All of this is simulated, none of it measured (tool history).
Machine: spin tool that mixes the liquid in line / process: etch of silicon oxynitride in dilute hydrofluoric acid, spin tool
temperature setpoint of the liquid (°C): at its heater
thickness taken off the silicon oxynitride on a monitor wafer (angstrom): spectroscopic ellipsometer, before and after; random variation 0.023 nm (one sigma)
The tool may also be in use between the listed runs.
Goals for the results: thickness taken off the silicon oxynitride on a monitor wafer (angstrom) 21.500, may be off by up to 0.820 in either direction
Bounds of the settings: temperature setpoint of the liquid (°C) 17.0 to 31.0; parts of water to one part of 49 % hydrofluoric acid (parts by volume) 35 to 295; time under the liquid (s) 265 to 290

run,hour,temperature setpoint of the liquid (°C),parts of water to one part of 49 % hydrofluoric acid (parts by volume),time under the liquid (s),thickness taken off the silicon oxynitride on a monitor wafer (angstrom)
1,0.0,23.0,165,265,27.952
2,8.0,23.0,145,265,32.701
3,17.1,19.5,145,265,27.803
4,22.9,19.5,145,290,29.965
5,26.0,19.5,175,290,24.880
6,34.5,22.5,175,290,27.990
7,41.3,21.5,175,290,27.126
8,42.7,21.0,175,290,26.040
9,50.6,20.5,175,290,26.134
10,56.3,17.0,190,290,19.947
11,59.5,17.5,190,290,20.348

Which single option among these 5 for the next run brings every result within its allowed miss of target? Just one does.
A,62.7,17.5,165,265,?
B,62.7,18.0,205,285,?
C,62.7,17.0,200,290,?
D,62.7,18.5,195,275,?
E,62.7,18.5,190,265,?

move,thickness taken off the silicon oxynitride on a monitor wafer (angstrom)
A,21.847
B,18.900
C,18.852
D,19.752
E,19.596
A: all results land within tolerance of their targets
B: lands further from the targets than the last run did
C: lands further from the targets than the last run did
D: lands further from the targets than the last run did
E: lands further from the targets than the last run did
A is the move that brings every result within its allowed miss.
